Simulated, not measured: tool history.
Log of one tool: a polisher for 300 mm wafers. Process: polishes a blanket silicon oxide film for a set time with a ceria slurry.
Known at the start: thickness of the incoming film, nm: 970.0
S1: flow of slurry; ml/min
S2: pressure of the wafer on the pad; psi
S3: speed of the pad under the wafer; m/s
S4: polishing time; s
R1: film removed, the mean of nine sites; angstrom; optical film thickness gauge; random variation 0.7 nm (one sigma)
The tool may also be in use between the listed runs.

{"run": 1, "day": 0.0, "S1": 195, "S2": 2.9, "S3": 0.88, "S4": 22, "R1": 754.43}
{"run": 2, "day": 0.362, "S1": 195, "S2": 2.6, "S3": 0.88, "S4": 22, "R1": 690.01}
{"run": 3, "day": 0.421, "S1": 195, "S2": 2.4, "S3": 0.88, "S4": 22, "R1": 645.11}
{"run": 4, "day": 0.562, "S1": 195, "S2": 3.1, "S3": 0.88, "S4": 22, "R1": 822.58}
{"run": 5, "day": 0.646, "S1": 195, "S2": 2.7, "S3": 0.88, "S4": 22, "R1": 712.58}
{"run": 6, "day": 0.792, "S1": 195, "S2": 2.7, "S3": 0.88, "S4": 19, "R1": 612.25}

Forecast run 7:
{"run": 7, "day": 0.917, "S1": 195, "S2": 2.6, "S3": 0.88, "S4": 19, "R1": "?"}

R1: 588.53 angstrom
